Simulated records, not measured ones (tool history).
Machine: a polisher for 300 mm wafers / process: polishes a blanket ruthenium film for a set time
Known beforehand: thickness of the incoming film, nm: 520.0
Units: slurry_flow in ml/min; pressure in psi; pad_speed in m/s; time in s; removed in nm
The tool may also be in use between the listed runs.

{"run": 1, "hour": 0.0, "slurry_flow": 265, "pressure": 1.6, "pad_speed": 1.06, "time": 39, "removed": 40.86}
{"run": 2, "hour": 2.9, "slurry_flow": 265, "pressure": 1.8, "pad_speed": 1.06, "time": 39, "removed": 45.448}
{"run": 3, "hour": 8.5, "slurry_flow": 310, "pressure": 1.8, "pad_speed": 1.06, "time": 39, "removed": 45.985}
{"run": 4, "hour": 16.9, "slurry_flow": 310, "pressure": 1.8, "pad_speed": 1.06, "time": 39, "removed": 46.492}
{"run": 5, "hour": 19.0, "slurry_flow": 265, "pressure": 1.8, "pad_speed": 1.06, "time": 39, "removed": 45.691}
{"run": 6, "hour": 26.7, "slurry_flow": 205, "pressure": 1.8, "pad_speed": 1.06, "time": 39, "removed": 44.258}
{"run": 7, "hour": 28.0, "slurry_flow": 205, "pressure": 1.7, "pad_speed": 1.06, "time": 39, "removed": 41.546}
{"run": 8, "hour": 33.2, "slurry_flow": 205, "pressure": 1.6, "pad_speed": 1.06, "time": 39, "removed": 39.641}
{"run": 9, "hour": 35.1, "slurry_flow": 205, "pressure": 1.5, "pad_speed": 1.06, "time": 39, "removed": 36.733}
{"run": 10, "hour": 39.6, "slurry_flow": 205, "pressure": 1.4, "pad_speed": 1.06, "time": 39, "removed": 34.27}
{"run": 11, "hour": 40.9, "slurry_flow": 200, "pressure": 1.3, "pad_speed": 1.06, "time": 39, "removed": 31.815}
{"run": 12, "hour": 42.2, "slurry_flow": 195, "pressure": 1.2, "pad_speed": 1.06, "time": 39, "removed": 29.647}
{"run": 13, "hour": 45.7, "slurry_flow": 200, "pressure": 1.2, "pad_speed": 1.06, "time": 39, "removed": 29.74}
{"run": 14, "hour": 49.1, "slurry_flow": 205, "pressure": 1.2, "pad_speed": 1.06, "time": 39, "removed": 29.354}

The next listed run, before its measurement:
{"run": 15, "hour": 54.8, "slurry_flow": 205, "pressure": 1.3, "pad_speed": 1.06, "time": 39, "removed": "?"}

{"run 15": {"removed": 32.03}}
